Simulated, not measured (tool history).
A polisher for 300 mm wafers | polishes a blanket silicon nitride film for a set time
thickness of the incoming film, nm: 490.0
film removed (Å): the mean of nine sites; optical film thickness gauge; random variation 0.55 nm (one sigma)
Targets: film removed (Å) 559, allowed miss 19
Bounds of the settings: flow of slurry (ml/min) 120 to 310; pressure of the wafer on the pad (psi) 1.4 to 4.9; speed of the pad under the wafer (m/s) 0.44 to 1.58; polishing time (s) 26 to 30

run  hour  flow of slurry (ml/min)  pressure of the wafer on the pad (psi)  speed of the pad under the wafer (m/s)  polishing time (s)  film removed (Å)
  1     0                      200                                     3.1                                       1                  30            437.36
  2   6.8                      200                                     3.2                                       1                  30            456.82
  3  14.2                      245                                     3.2                                       1                  30             467.8
  4  19.5                      245                                     3.2                                     0.8                  30            405.87
  5  22.3                      245                                     3.4                                     0.8                  30            430.84
  6  29.5                      245                                     3.5                                     0.8                  30             434.8
  7  33.4                      245                                     3.7                                     0.8                  30            464.58
  8  41.2                      245                                     3.8                                     0.8                  30            470.27
  9  44.9                      245                                     3.9                                     0.8                  30            484.01
 10  48.9                      245                                       4                                     0.8                  30            497.65
 11  49.8                      245                                       4                                     0.8                  30            493.02
 12  57.7                      245                                     4.1                                     0.8                  30            514.53
 13  59.7                      245                                     4.2                                     0.8                  30            508.36
 14  63.2                      250                                     4.3                                     0.8                  30             528.4

4 next moves are on the table. One of them brings every result within its allowed miss. Which?
  A  66.7                      250                                     3.8                                    1.06                  30                 ?
  B  66.7                      250                                     4.7                                    0.82                  26                 ?
  C  66.7                      270                                     3.9                                    0.88                  30                 ?
  D  66.7                      225                                     3.5                                       1                  30                 ?

move  film removed (Å)
   A            563.66
   B            505.12
   C            517.42
   D             497.9
A: meets every target
B: further off than the last run
C: further off than the last run
D: further off than the last run
Answer: A
